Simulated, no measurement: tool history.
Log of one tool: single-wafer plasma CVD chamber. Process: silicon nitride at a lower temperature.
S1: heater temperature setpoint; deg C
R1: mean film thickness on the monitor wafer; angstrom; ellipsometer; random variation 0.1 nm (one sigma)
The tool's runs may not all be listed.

run 1 hour=0.0 | S1=365 chamber_pressure_(mTorr)=1530 RF_power_(W)=245 deposition_time_(s)=17.3 | R1=173.39
run 2 hour=0.6 | S1=365 chamber_pressure_(mTorr)=1530 RF_power_(W)=220 deposition_time_(s)=17.3 | R1=165.05
run 3 hour=6.6 | S1=365 chamber_pressure_(mTorr)=1530 RF_power_(W)=220 deposition_time_(s)=17.3 | R1=165.66
run 4 hour=8.8 | S1=365 chamber_pressure_(mTorr)=1650 RF_power_(W)=235 deposition_time_(s)=17.3 | R1=173.17
run 5 hour=11.9 | S1=365 chamber_pressure_(mTorr)=1750 RF_power_(W)=235 deposition_time_(s)=17.3 | R1=175.07
run 6 hour=13.1 | S1=365 chamber_pressure_(mTorr)=1750 RF_power_(W)=235 deposition_time_(s)=16.5 | R1=166.94

The next listed run, before its measurement:
run 7 hour=15.5 | S1=365 chamber_pressure_(mTorr)=1760 RF_power_(W)=250 deposition_time_(s)=16.7 | R1=?

Run 7 gave R1 176.26 angstrom.

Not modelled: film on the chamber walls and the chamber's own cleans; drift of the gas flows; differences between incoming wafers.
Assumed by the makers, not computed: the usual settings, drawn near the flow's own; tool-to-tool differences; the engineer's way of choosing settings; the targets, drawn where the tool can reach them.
